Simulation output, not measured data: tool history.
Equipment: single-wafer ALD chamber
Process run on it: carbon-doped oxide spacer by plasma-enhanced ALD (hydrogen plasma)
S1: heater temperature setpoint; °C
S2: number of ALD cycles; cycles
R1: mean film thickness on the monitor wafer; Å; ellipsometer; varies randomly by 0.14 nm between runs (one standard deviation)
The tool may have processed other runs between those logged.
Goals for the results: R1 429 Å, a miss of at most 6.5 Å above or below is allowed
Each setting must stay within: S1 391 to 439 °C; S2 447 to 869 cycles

{"run": 1, "day": 0.0, "S1": 415, "S2": 658, "R1": 330.56}
{"run": 2, "day": 0.275, "S1": 410, "S2": 696, "R1": 355.87}
{"run": 3, "day": 0.492, "S1": 410, "S2": 621, "R1": 318.14}
{"run": 4, "day": 0.638, "S1": 421, "S2": 621, "R1": 304.82}
{"run": 5, "day": 1.046, "S1": 414, "S2": 668, "R1": 337.54}
{"run": 6, "day": 1.467, "S1": 414, "S2": 761, "R1": 384.19}
{"run": 7, "day": 1.633, "S1": 409, "S2": 770, "R1": 396.71}
{"run": 8, "day": 1.796, "S1": 405, "S2": 776, "R1": 404.18}
{"run": 9, "day": 2.212, "S1": 405, "S2": 776, "R1": 405.44}
{"run": 10, "day": 2.3, "S1": 402, "S2": 781, "R1": 406.36}
{"day": 2.546, "done": "thermocouple changed; heater temperature recalibrated"}
{"run": 11, "day": 2.546, "S1": 401, "S2": 791, "R1": 412.6}
{"run": 12, "day": 2.771, "S1": 400, "S2": 798, "R1": 415.13}
{"run": 13, "day": 2.9, "S1": 400, "S2": 804, "R1": 421.48}
{"run": 14, "day": 3.254, "S1": 400, "S2": 807, "R1": 421.03}

Consider the 5 candidate settings below. Which is the only one whose results all fall within their allowed miss of target?
{"run": "A", "day": 3.608, "S1": 396, "S2": 804, "R1": "?"}
{"run": "B", "day": 3.608, "S1": 400, "S2": 845, "R1": "?"}
{"run": "C", "day": 3.608, "S1": 398, "S2": 800, "R1": "?"}
{"run": "D", "day": 3.608, "S1": 401, "S2": 824, "R1": "?"}
{"run": "E", "day": 3.608, "S1": 393, "S2": 855, "R1": "?"}

move=A R1=418.49
move=B R1=439.83
move=C R1=416.41
move=D R1=428.9
move=E R1=445.04
A: further off than the last run
B: pushes the last run's worst result past its target
C: further off than the last run
D: every result lands within tolerance
E: pushes the last run's worst result past its target
Correct choice: D, which meets every target

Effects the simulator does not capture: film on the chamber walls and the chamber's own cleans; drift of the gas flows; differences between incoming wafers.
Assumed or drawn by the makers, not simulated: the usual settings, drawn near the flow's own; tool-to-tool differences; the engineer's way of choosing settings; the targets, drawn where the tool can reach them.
